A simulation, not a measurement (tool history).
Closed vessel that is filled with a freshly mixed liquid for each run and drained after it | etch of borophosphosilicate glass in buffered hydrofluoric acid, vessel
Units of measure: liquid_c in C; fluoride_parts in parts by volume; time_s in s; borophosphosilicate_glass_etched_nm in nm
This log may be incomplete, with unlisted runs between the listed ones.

run    day  liquid_c  fluoride_parts  time_s  borophosphosilicate_glass_etched_nm
  1  0.000      21.0            20.0      85                               98.558
  2  0.329      19.5            21.5      85                               86.266
  3  0.579      19.5            19.0      85                               94.942
  4  0.758      19.5            19.0      95                              106.250
  5  0.962      18.5            22.0      95                               90.032
  6  1.204      18.5            16.5      95                              116.060

Run 7 has not been measured yet. What should we expect?
  7  1.550      18.0            20.0      95                                    ?

{"run 7": {"borophosphosilicate_glass_etched_nm": 92.889}}

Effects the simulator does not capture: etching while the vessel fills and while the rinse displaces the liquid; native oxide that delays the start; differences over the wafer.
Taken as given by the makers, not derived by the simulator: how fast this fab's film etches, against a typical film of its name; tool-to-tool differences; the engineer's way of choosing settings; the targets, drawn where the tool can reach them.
